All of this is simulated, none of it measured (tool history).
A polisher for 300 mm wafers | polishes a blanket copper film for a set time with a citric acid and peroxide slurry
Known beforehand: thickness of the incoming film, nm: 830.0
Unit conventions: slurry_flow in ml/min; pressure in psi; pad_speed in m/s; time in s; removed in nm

| run | hour | slurry_flow | pressure | pad_speed | slurry_solids | time | removed |
|---|---|---|---|---|---|---|---|
| 1 | 0.0 | 315 | 3.7 | 1.26 | 1.0 | 38 | 156.810 |
| 2 | 3.0 | 315 | 3.0 | 1.26 | 1.0 | 38 | 128.370 |
| 3 | 3.6 | 315 | 2.6 | 1.26 | 1.0 | 38 | 109.620 |
| 4 | 5.3 | 315 | 2.4 | 1.14 | 1.0 | 38 | 92.457 |
| 5 | 8.9 | 315 | 2.2 | 1.08 | 1.0 | 38 | 80.743 |
| 6 | 15.0 | 315 | 2.1 | 1.04 | 1.0 | 38 | 73.973 |
| 7 | 23.7 | 315 | 2.0 | 1.02 | 1.0 | 38 | 69.428 |

Run 8 comes next. What will it give?
| 8 | 26.7 | 315 | 1.9 | 1.00 | 1.0 | 38 | ? |

{"run 8": {"removed": 64.895}}

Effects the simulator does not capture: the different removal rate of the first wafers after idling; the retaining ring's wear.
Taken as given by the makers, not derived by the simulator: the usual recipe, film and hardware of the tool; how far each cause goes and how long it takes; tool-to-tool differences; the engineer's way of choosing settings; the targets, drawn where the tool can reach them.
